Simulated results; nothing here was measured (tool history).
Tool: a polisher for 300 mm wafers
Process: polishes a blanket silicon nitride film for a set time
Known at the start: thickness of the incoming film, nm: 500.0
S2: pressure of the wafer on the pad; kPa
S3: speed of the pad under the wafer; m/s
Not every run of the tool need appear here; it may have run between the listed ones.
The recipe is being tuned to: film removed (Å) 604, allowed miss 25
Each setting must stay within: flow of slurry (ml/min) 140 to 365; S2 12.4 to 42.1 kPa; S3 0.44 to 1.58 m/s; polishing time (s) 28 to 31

{"run": 1, "hour": 0.0, "flow of slurry (ml/min)": 235, "S2": 26.9, "S3": 1, "polishing time (s)": 31, "film removed (Å)": 487.64}
{"run": 2, "hour": 2.2, "flow of slurry (ml/min)": 235, "S2": 26.9, "S3": 1.12, "polishing time (s)": 31, "film removed (Å)": 526.88}
{"run": 3, "hour": 4.9, "flow of slurry (ml/min)": 235, "S2": 24.1, "S3": 1.12, "polishing time (s)": 31, "film removed (Å)": 477.11}
{"run": 4, "hour": 11.0, "flow of slurry (ml/min)": 235, "S2": 20.7, "S3": 1.12, "polishing time (s)": 31, "film removed (Å)": 437.37}
{"run": 5, "hour": 16.6, "flow of slurry (ml/min)": 235, "S2": 20.7, "S3": 1.12, "polishing time (s)": 31, "film removed (Å)": 439.92}
{"run": 6, "hour": 23.0, "flow of slurry (ml/min)": 235, "S2": 23.4, "S3": 1.14, "polishing time (s)": 31, "film removed (Å)": 485.04}
{"run": 7, "hour": 30.7, "flow of slurry (ml/min)": 235, "S2": 25.5, "S3": 1.14, "polishing time (s)": 31, "film removed (Å)": 517.02}
{"run": 8, "hour": 31.7, "flow of slurry (ml/min)": 235, "S2": 26.9, "S3": 1.14, "polishing time (s)": 31, "film removed (Å)": 536.03}
{"run": 9, "hour": 35.7, "flow of slurry (ml/min)": 235, "S2": 28.3, "S3": 1.14, "polishing time (s)": 31, "film removed (Å)": 550.7}
{"run": 10, "hour": 40.2, "flow of slurry (ml/min)": 235, "S2": 29, "S3": 1.14, "polishing time (s)": 31, "film removed (Å)": 550.39}
{"run": 11, "hour": 47.1, "flow of slurry (ml/min)": 235, "S2": 29.6, "S3": 1.14, "polishing time (s)": 31, "film removed (Å)": 567.54}
{"run": 12, "hour": 49.9, "flow of slurry (ml/min)": 235, "S2": 30.3, "S3": 1.14, "polishing time (s)": 31, "film removed (Å)": 578.11}

Consider the 4 candidate settings below. Which is the only one whose results all fall within their allowed miss of target?
{"run": "A", "hour": 52.7, "flow of slurry (ml/min)": 210, "S2": 31.7, "S3": 0.96, "polishing time (s)": 31, "film removed (Å)": "?"}
{"run": "B", "hour": 52.7, "flow of slurry (ml/min)": 235, "S2": 29.6, "S3": 1.3, "polishing time (s)": 31, "film removed (Å)": "?"}
{"run": "C", "hour": 52.7, "flow of slurry (ml/min)": 240, "S2": 26.9, "S3": 1.18, "polishing time (s)": 31, "film removed (Å)": "?"}
{"run": "D", "hour": 52.7, "flow of slurry (ml/min)": 245, "S2": 28.3, "S3": 1.22, "polishing time (s)": 30, "film removed (Å)": "?"}

move=A film_removed_(Å)=527.13
move=B film_removed_(Å)=609.64
move=C film_removed_(Å)=539.92
move=D film_removed_(Å)=552.12
A: moves away from the targets compared with the last run
B: in spec on every target
C: moves away from the targets compared with the last run
D: moves away from the targets compared with the last run
B meets every target.

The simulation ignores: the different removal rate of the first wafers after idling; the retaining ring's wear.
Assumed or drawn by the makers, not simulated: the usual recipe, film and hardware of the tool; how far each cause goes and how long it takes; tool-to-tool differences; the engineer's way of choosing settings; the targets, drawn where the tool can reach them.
